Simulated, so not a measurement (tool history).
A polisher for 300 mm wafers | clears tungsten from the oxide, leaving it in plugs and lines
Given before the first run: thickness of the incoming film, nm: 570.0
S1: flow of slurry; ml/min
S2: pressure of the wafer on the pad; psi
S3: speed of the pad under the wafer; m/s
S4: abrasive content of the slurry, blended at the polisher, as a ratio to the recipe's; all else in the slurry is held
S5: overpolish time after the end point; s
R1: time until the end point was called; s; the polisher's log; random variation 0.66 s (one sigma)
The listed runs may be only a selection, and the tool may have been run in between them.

run,hour,S1,S2,S3,S4,S5,R1
1,0,315,3.9,1.02,1,27,137.61
2,7,315,4.1,1.02,1,27,128.89
3,8.1,315,4.1,1.26,1,27,112.4
4,11.1,315,4.3,1.26,1,27,106.74
5,20,315,4.3,1.26,1.2,27,102.99
6,22,315,4.4,1.26,1.2,27,101.5
7,26.6,315,4.5,1.26,1.2,27,97.796
8,30.5,315,4.6,1.26,1.2,27,96.574
9,38.1,315,4.7,1.26,1.2,27,95.206
10,43.8,320,5.6,1.26,1.2,27,81.708

Run 11 comes next. What will it give?
# hour 52.7: slurry nozzle cleaned
11,52.7,320,5.9,1.26,1.2,27,?

For run 11 the tool returned R1 74.272 s.

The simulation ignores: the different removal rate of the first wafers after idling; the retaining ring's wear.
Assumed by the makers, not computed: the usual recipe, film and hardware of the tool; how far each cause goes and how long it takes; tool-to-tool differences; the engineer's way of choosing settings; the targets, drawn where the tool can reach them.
